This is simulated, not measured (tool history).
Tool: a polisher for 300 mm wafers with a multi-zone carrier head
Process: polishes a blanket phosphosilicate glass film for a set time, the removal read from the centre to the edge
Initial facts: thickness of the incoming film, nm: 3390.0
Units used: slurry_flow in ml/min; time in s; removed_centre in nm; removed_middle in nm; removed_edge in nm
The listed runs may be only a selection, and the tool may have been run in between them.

Run 1, hour 0: slurry_flow 295 ml/min, centre_zone 1, middle_zone 1, edge_zone 1, slurry_solids 1, time 34 s. Result: removed_centre 170.82 nm, removed_middle 173.64 nm, removed_edge 168.87 nm.
Run 2, hour 2.8: slurry_flow 295 ml/min, centre_zone 1, middle_zone 1, edge_zone 1.05, slurry_solids 1, time 34 s. Result: removed_centre 166.56 nm, removed_middle 173.32 nm, removed_edge 172.91 nm.
Run 3, hour 5.7: slurry_flow 295 ml/min, centre_zone 0.99, middle_zone 1.01, edge_zone 1.03, slurry_solids 0.9, time 33 s. Result: removed_centre 147.33 nm, removed_middle 159.54 nm, removed_edge 157 nm.
Run 4, hour 14.7: slurry_flow 295 ml/min, centre_zone 1, middle_zone 1.02, edge_zone 1, slurry_solids 0.85, time 33 s. Result: removed_centre 148.12 nm, removed_middle 150.74 nm, removed_edge 145.88 nm.
Run 5, hour 23: slurry_flow 295 ml/min, centre_zone 0.99, middle_zone 1.03, edge_zone 0.98, slurry_solids 0.8, time 33 s. Result: removed_centre 137.92 nm, removed_middle 144.7 nm, removed_edge 140.04 nm.
Run 6, hour 25.5: slurry_flow 295 ml/min, centre_zone 0.99, middle_zone 1.04, edge_zone 0.96, slurry_solids 0.8, time 33 s. Result: removed_centre 138.45 nm, removed_middle 147.63 nm, removed_edge 140.71 nm.
Run 7, hour 34.3: slurry_flow 295 ml/min, centre_zone 0.99, middle_zone 1.05, edge_zone 0.94, slurry_solids 0.75, time 33 s. Result: removed_centre 134.62 nm, removed_middle 141.88 nm, removed_edge 132.84 nm.
Run 8, hour 35.9: slurry_flow 295 ml/min, centre_zone 0.99, middle_zone 1.06, edge_zone 0.92, slurry_solids 0.75, time 33 s. Result: removed_centre 134.44 nm, removed_middle 147.65 nm, removed_edge 130.1 nm.
Run 9, hour 40.2: slurry_flow 295 ml/min, centre_zone 0.99, middle_zone 1.05, edge_zone 0.91, slurry_solids 0.75, time 33 s. Result: removed_centre 132.35 nm, removed_middle 142.97 nm, removed_edge 129.09 nm.
Run 10, hour 48.1: slurry_flow 295 ml/min, centre_zone 0.99, middle_zone 1.05, edge_zone 0.91, slurry_solids 0.75, time 33 s. Result: removed_centre 132.89 nm, removed_middle 140.34 nm, removed_edge 130.38 nm.
Run 11, hour 53.4: slurry_flow 295 ml/min, centre_zone 0.99, middle_zone 1.05, edge_zone 0.9, slurry_solids 0.75, time 33 s. Result: removed_centre 134.87 nm, removed_middle 143.1 nm, removed_edge 128.63 nm.
Run 12, hour 55.4: slurry_flow 295 ml/min, centre_zone 0.98, middle_zone 1.05, edge_zone 0.89, slurry_solids 0.75, time 33 s. Result: removed_centre 130.86 nm, removed_middle 144.79 nm, removed_edge 126.87 nm.

Estimate the outcome of run 13 from the log above:
At hour 56.9: slurry nozzle cleaned.
Run 13, hour 56.9: slurry_flow 295 ml/min, centre_zone 0.98, middle_zone 1.04, edge_zone 0.88, slurry_solids 0.75, time 33 s. Result: removed_centre ?, removed_middle ?, removed_edge ?.

{"run 13": {"removed_centre": 137.51, "removed_middle": 148.58, "removed_edge": 130.77}}
